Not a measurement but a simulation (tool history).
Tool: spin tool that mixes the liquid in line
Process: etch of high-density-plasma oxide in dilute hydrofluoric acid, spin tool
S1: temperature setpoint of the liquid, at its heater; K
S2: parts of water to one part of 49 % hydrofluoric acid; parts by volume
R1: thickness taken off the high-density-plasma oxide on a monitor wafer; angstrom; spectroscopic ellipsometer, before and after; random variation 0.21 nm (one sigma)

run 1 hour=0.0 | S1=294.15 S2=60 time_under_the_liquid_(s)=100 | R1=147.60
run 2 hour=4.2 | S1=294.15 S2=45 time_under_the_liquid_(s)=100 | R1=199.63
run 3 hour=7.4 | S1=290.65 S2=45 time_under_the_liquid_(s)=100 | R1=171.98
run 4 hour=8.0 | S1=290.65 S2=45 time_under_the_liquid_(s)=100 | R1=173.14
run 5 hour=12.6 | S1=290.15 S2=45 time_under_the_liquid_(s)=100 | R1=168.97
run 6 hour=16.6 | S1=290.15 S2=40 time_under_the_liquid_(s)=100 | R1=192.33
run 7 hour=22.1 | S1=290.65 S2=40 time_under_the_liquid_(s)=100 | R1=194.89
run 8 hour=26.0 | S1=291.15 S2=40 time_under_the_liquid_(s)=100 | R1=200.02

The next listed run, before its measurement:
run 9 hour=28.1 | S1=291.65 S2=40 time_under_the_liquid_(s)=100 | R1=?

Run 9 gave R1 203.96 angstrom.
